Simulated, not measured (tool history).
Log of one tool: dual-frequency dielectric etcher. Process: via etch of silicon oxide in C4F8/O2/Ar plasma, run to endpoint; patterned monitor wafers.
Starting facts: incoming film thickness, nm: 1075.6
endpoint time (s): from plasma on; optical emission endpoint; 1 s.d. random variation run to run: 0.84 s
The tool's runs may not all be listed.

Run 1, hour 0.0: source power (kW) 1.340, bias power (kW) 2.824. Result: endpoint time (s) 206.16.
Run 2, hour 8.6: source power (kW) 1.550, bias power (kW) 2.824. Result: endpoint time (s) 194.81.
Run 3, hour 11.2: source power (kW) 1.550, bias power (kW) 3.054. Result: endpoint time (s) 189.91.
Run 4, hour 16.7: source power (kW) 1.400, bias power (kW) 2.960. Result: endpoint time (s) 201.29.
Run 5, hour 22.8: source power (kW) 1.400, bias power (kW) 2.778. Result: endpoint time (s) 204.80.
Run 6, hour 29.1: source power (kW) 1.400, bias power (kW) 3.087. Result: endpoint time (s) 198.33.

The next listed run, before its measurement:
Run 7, hour 37.6: source power (kW) 1.290, bias power (kW) 3.018. Result: endpoint time (s) ?.

endpoint time (s): 205.77

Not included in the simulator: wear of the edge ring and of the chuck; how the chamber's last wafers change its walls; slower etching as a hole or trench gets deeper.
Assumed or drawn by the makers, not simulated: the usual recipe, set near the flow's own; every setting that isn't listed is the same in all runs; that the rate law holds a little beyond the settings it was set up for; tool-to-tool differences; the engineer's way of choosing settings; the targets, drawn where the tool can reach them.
